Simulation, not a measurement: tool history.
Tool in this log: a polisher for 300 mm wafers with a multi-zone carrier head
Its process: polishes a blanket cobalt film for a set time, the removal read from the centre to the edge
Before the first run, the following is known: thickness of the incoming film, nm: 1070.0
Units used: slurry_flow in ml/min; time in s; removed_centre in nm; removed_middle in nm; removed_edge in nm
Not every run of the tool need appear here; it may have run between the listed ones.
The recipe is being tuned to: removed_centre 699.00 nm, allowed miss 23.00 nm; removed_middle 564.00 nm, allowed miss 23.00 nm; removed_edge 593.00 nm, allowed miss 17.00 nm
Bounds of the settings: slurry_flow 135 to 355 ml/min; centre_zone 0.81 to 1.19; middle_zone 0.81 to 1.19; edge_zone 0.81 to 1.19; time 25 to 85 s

{"run": 1, "hour": 0.0, "slurry_flow": 225, "centre_zone": 1.0, "middle_zone": 1.0, "edge_zone": 1.0, "time": 55, "removed_centre": 447.02, "removed_middle": 430.13, "removed_edge": 431.85}
{"run": 2, "hour": 3.4, "slurry_flow": 225, "centre_zone": 1.0, "middle_zone": 1.0, "edge_zone": 0.92, "time": 55, "removed_centre": 444.42, "removed_middle": 419.02, "removed_edge": 418.8}
{"run": 3, "hour": 8.3, "slurry_flow": 225, "centre_zone": 1.0, "middle_zone": 1.0, "edge_zone": 0.86, "time": 55, "removed_centre": 446.21, "removed_middle": 424.19, "removed_edge": 403.77}
{"run": 4, "hour": 17.1, "slurry_flow": 240, "centre_zone": 1.05, "middle_zone": 1.01, "edge_zone": 0.93, "time": 59, "removed_centre": 507.61, "removed_middle": 464.15, "removed_edge": 455.08}
{"run": 5, "hour": 24.6, "slurry_flow": 240, "centre_zone": 1.01, "middle_zone": 1.01, "edge_zone": 0.93, "time": 59, "removed_centre": 493.71, "removed_middle": 459.75, "removed_edge": 452.97}
{"run": 6, "hour": 31.4, "slurry_flow": 255, "centre_zone": 1.05, "middle_zone": 1.01, "edge_zone": 0.98, "time": 62, "removed_centre": 537.17, "removed_middle": 489.12, "removed_edge": 485.69}
{"run": 7, "hour": 33.5, "slurry_flow": 255, "centre_zone": 1.08, "middle_zone": 1.0, "edge_zone": 1.01, "time": 65, "removed_centre": 570.21, "removed_middle": 510.71, "removed_edge": 522.34}
{"run": 8, "hour": 38.1, "slurry_flow": 255, "centre_zone": 1.08, "middle_zone": 1.0, "edge_zone": 1.01, "time": 65, "removed_centre": 578.11, "removed_middle": 508.45, "removed_edge": 519.56}
{"run": 9, "hour": 41.4, "slurry_flow": 300, "centre_zone": 1.18, "middle_zone": 1.04, "edge_zone": 1.11, "time": 68, "removed_centre": 676.44, "removed_middle": 556.95, "removed_edge": 573.87}
{"run": 10, "hour": 49.3, "slurry_flow": 305, "centre_zone": 1.18, "middle_zone": 1.04, "edge_zone": 1.12, "time": 68, "removed_centre": 674.82, "removed_middle": 561.86, "removed_edge": 576.02}

5 candidate next runs follow, results not yet known. Just one meets every target within its allowed miss. Identify it.
{"run": "A", "hour": 57.2, "slurry_flow": 300, "centre_zone": 1.17, "middle_zone": 1.09, "edge_zone": 1.08, "time": 67, "removed_centre": "?", "removed_middle": "?", "removed_edge": "?"}
{"run": "B", "hour": 57.2, "slurry_flow": 345, "centre_zone": 1.19, "middle_zone": 1.05, "edge_zone": 1.02, "time": 69, "removed_centre": "?", "removed_middle": "?", "removed_edge": "?"}
{"run": "C", "hour": 57.2, "slurry_flow": 305, "centre_zone": 1.11, "middle_zone": 0.93, "edge_zone": 0.96, "time": 76, "removed_centre": "?", "removed_middle": "?", "removed_edge": "?"}
{"run": "D", "hour": 57.2, "slurry_flow": 295, "centre_zone": 1.18, "middle_zone": 1.04, "edge_zone": 1.13, "time": 66, "removed_centre": "?", "removed_middle": "?", "removed_edge": "?"}
{"run": "E", "hour": 57.2, "slurry_flow": 335, "centre_zone": 1.09, "middle_zone": 1.07, "edge_zone": 1.18, "time": 70, "removed_centre": "?", "removed_middle": "?", "removed_edge": "?"}

move=A removed_centre=664.22 removed_middle=580.82 removed_edge=563.35
move=B removed_centre=703.82 removed_middle=587.40 removed_edge=568.82
move=C removed_centre=714.86 removed_middle=585.27 removed_edge=605.12
move=D removed_centre=658.77 removed_middle=551.11 removed_edge=567.59
move=E removed_centre=652.16 removed_middle=603.47 removed_edge=619.98
A: moves away from the targets compared with the last run
B: puts the biggest miss on target and leaves a different result outside tolerance
C: every result within its allowed miss
D: moves away from the targets compared with the last run
E: moves away from the targets compared with the last run
Answer: C

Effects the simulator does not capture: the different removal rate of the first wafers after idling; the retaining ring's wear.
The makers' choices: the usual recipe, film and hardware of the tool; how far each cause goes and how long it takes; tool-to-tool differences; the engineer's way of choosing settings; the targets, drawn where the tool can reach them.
